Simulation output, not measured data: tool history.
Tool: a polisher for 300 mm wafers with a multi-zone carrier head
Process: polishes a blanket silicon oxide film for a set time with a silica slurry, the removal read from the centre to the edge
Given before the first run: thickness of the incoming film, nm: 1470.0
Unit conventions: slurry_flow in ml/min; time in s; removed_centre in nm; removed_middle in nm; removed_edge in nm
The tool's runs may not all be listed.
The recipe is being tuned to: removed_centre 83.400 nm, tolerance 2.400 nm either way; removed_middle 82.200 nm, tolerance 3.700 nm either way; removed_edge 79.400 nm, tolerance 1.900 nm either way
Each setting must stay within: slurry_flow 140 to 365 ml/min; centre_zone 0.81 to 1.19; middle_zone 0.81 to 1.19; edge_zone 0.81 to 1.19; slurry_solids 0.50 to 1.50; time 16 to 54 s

run 1 hour=0.0 | slurry_flow=235 centre_zone=1.00 middle_zone=1.00 edge_zone=1.00 slurry_solids=1.00 time=35 | removed_centre=103.990 removed_middle=103.530 removed_edge=102.670
run 2 hour=3.0 | slurry_flow=235 centre_zone=1.00 middle_zone=0.99 edge_zone=0.98 slurry_solids=0.95 time=35 | removed_centre=101.570 removed_middle=101.760 removed_edge=99.394
run 3 hour=10.6 | slurry_flow=230 centre_zone=1.00 middle_zone=0.97 edge_zone=0.96 slurry_solids=0.90 time=35 | removed_centre=100.010 removed_middle=97.154 removed_edge=96.659
run 4 hour=17.8 | slurry_flow=190 centre_zone=1.00 middle_zone=0.97 edge_zone=0.96 slurry_solids=0.90 time=35 | removed_centre=95.314 removed_middle=94.016 removed_edge=92.891
run 5 hour=20.4 | slurry_flow=190 centre_zone=0.93 middle_zone=0.97 edge_zone=0.96 slurry_solids=0.90 time=35 | removed_centre=91.044 removed_middle=94.179 removed_edge=94.348
run 6 hour=26.1 | slurry_flow=190 centre_zone=0.93 middle_zone=0.97 edge_zone=1.03 slurry_solids=0.90 time=35 | removed_centre=92.399 removed_middle=92.832 removed_edge=97.220
run 7 hour=27.4 | slurry_flow=185 centre_zone=0.94 middle_zone=0.97 edge_zone=1.01 slurry_solids=0.85 time=35 | removed_centre=88.878 removed_middle=91.075 removed_edge=94.827
run 8 hour=32.5 | slurry_flow=250 centre_zone=1.04 middle_zone=0.98 edge_zone=0.91 slurry_solids=0.60 time=33 | removed_centre=84.410 removed_middle=79.575 removed_edge=76.787

Exercise: of the 4 proposed moves below, exactly one satisfies all targets within the stated allowed misses. Which move is it?
run A hour=37.6 | slurry_flow=275 centre_zone=1.11 middle_zone=0.98 edge_zone=0.90 slurry_solids=0.70 time=31 | removed_centre=? removed_middle=? removed_edge=?
run B hour=37.6 | slurry_flow=155 centre_zone=1.05 middle_zone=1.00 edge_zone=0.93 slurry_solids=0.55 time=37 | removed_centre=? removed_middle=? removed_edge=?
run C hour=37.6 | slurry_flow=245 centre_zone=0.93 middle_zone=0.81 edge_zone=1.07 slurry_solids=0.50 time=36 | removed_centre=? removed_middle=? removed_edge=?
run D hour=37.6 | slurry_flow=275 centre_zone=1.03 middle_zone=0.97 edge_zone=0.98 slurry_solids=0.50 time=33 | removed_centre=? removed_middle=? removed_edge=?

move=A removed_centre=88.832 removed_middle=80.261 removed_edge=76.867
move=B removed_centre=83.717 removed_middle=81.022 removed_edge=79.475
move=C removed_centre=78.368 removed_middle=70.955 removed_edge=84.884
move=D removed_centre=78.848 removed_middle=74.900 removed_edge=75.202
A: lands further from the targets than the last run did
B: meets every target
C: takes the biggest miss from the last run beyond its target
D: lands further from the targets than the last run did
The right move is B.
